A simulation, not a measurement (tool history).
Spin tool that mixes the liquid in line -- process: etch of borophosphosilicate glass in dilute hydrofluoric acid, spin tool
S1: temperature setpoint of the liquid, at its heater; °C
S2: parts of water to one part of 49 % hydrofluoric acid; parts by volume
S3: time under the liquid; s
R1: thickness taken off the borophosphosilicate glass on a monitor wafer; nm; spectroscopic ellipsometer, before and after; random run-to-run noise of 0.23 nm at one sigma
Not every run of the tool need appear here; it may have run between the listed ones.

run  hour    S1  S2  S3      R1
  1   0.0  22.0  55  15  12.095
  2   5.5  18.5  55  15  10.410
  3  13.5  22.0  45  15  15.053
  4  18.2  24.5  40  15  18.737
  5  19.6  24.5  20  15  38.829
  6  26.5  26.0  20  15  41.716
  7  30.3  25.0  20  15  38.965

Run 8, settings as shown, results not yet in. Your forecast:
  8  37.8  24.5  20  15   ?

{"run 8": {"R1": 38.521}}

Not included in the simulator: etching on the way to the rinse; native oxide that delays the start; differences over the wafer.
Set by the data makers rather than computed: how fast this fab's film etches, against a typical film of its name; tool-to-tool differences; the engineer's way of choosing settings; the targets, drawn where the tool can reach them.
